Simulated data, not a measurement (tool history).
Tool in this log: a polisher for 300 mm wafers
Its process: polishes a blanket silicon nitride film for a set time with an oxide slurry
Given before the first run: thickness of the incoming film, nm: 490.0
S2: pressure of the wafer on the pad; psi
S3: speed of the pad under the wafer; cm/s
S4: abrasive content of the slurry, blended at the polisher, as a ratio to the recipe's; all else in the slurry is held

run 1 hour=0.0 | flow_of_slurry_(ml/min)=185 S2=4.9 S3=118 S4=1.0 polishing_time_(s)=44 | film_removed_(Å)=510.00
run 2 hour=3.6 | flow_of_slurry_(ml/min)=185 S2=4.9 S3=118 S4=1.0 polishing_time_(s)=40 | film_removed_(Å)=461.89
run 3 hour=10.5 | flow_of_slurry_(ml/min)=185 S2=4.9 S3=136 S4=1.0 polishing_time_(s)=40 | film_removed_(Å)=516.25
run 4 hour=15.4 | flow_of_slurry_(ml/min)=185 S2=4.9 S3=136 S4=1.0 polishing_time_(s)=44 | film_removed_(Å)=558.79
run 5 hour=21.1 | flow_of_slurry_(ml/min)=185 S2=5.1 S3=136 S4=1.0 polishing_time_(s)=44 | film_removed_(Å)=586.14
run 6 hour=29.0 | flow_of_slurry_(ml/min)=185 S2=5.1 S3=150 S4=1.0 polishing_time_(s)=44 | film_removed_(Å)=634.33
run 7 hour=32.3 | flow_of_slurry_(ml/min)=185 S2=5.2 S3=150 S4=1.0 polishing_time_(s)=44 | film_removed_(Å)=640.05

Run 8 is up next; what results do you expect?
-- hour=37.0 slurry nozzle cleaned
run 8 hour=37.0 | flow_of_slurry_(ml/min)=200 S2=6.1 S3=152 S4=1.0 polishing_time_(s)=44 | film_removed_(Å)=?

{"run 8": {"film removed (Å)": 796.58}}
